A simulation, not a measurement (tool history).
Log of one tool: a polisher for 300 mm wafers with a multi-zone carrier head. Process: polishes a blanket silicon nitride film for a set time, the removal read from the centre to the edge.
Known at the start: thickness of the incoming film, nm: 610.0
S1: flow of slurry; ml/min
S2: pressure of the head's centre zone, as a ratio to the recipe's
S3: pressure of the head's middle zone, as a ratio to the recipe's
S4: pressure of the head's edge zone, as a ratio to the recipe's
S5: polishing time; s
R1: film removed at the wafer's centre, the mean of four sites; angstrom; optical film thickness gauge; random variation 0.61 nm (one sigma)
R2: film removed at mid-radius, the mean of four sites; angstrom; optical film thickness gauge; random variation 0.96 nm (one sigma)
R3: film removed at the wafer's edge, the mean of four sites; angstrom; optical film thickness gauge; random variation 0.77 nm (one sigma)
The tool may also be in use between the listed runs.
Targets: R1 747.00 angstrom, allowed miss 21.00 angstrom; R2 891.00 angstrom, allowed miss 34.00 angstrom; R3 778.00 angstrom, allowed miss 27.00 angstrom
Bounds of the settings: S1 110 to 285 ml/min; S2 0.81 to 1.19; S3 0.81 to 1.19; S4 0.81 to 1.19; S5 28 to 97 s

run 1 hour=0.0 | S1=180 S2=1.00 S3=1.00 S4=1.00 S5=62 | R1=977.96 R2=965.07 R3=906.73
run 2 hour=2.4 | S1=180 S2=1.05 S3=1.00 S4=1.00 S5=62 | R1=1014.80 R2=966.42 R3=909.20
run 3 hour=4.1 | S1=175 S2=1.02 S3=1.01 S4=0.99 S5=61 | R1=979.26 R2=959.86 R3=877.98
run 4 hour=11.8 | S1=175 S2=1.02 S3=0.98 S4=0.99 S5=61 | R1=967.89 R2=936.59 R3=897.01
run 5 hour=15.3 | S1=170 S2=0.99 S3=0.99 S4=0.98 S5=60 | R1=919.90 R2=915.24 R3=876.74
run 6 hour=19.2 | S1=170 S2=1.05 S3=0.99 S4=0.98 S5=60 | R1=982.44 R2=915.77 R3=860.98
run 7 hour=23.9 | S1=165 S2=1.02 S3=1.00 S4=0.97 S5=59 | R1=912.60 R2=899.35 R3=845.29
run 8 hour=29.1 | S1=160 S2=1.01 S3=1.01 S4=0.96 S5=59 | R1=911.03 R2=902.04 R3=853.25
-- hour=37.6 edge zone pressure recalibrated
run 9 hour=37.6 | S1=160 S2=0.99 S3=1.03 S4=0.96 S5=58 | R1=894.18 R2=914.41 R3=859.70
run 10 hour=40.2 | S1=170 S2=0.97 S3=1.04 S4=0.95 S5=56 | R1=842.18 R2=879.13 R3=815.65
run 11 hour=44.3 | S1=170 S2=0.96 S3=1.05 S4=0.94 S5=56 | R1=832.51 R2=889.76 R3=816.70

5 next moves are on the table. One of them brings every result within its allowed miss. Which?
run A hour=48.4 | S1=220 S2=0.98 S3=0.98 S4=0.99 S5=51 | R1=? R2=? R3=?
run B hour=48.4 | S1=160 S2=1.00 S3=0.96 S4=0.93 S5=59 | R1=? R2=? R3=?
run C hour=48.4 | S1=230 S2=0.97 S3=1.08 S4=0.99 S5=50 | R1=? R2=? R3=?
run D hour=48.4 | S1=190 S2=0.95 S3=1.19 S4=0.86 S5=50 | R1=? R2=? R3=?
run E hour=48.4 | S1=165 S2=0.92 S3=1.15 S4=1.00 S5=52 | R1=? R2=? R3=?

move=A R1=818.79 R2=803.90 R3=776.84
move=B R1=921.09 R2=877.70 R3=848.58
move=C R1=800.06 R2=854.99 R3=763.60
move=D R1=764.75 R2=902.96 R3=706.46
move=E R1=754.78 R2=896.10 R3=772.31
A: nearer than the last run, and not there yet
B: further off than the last run
C: nearer than the last run, and not there yet
D: brings the result that was furthest off to its target, and leaves another outside
E: meets every target
Move E is the one to make.
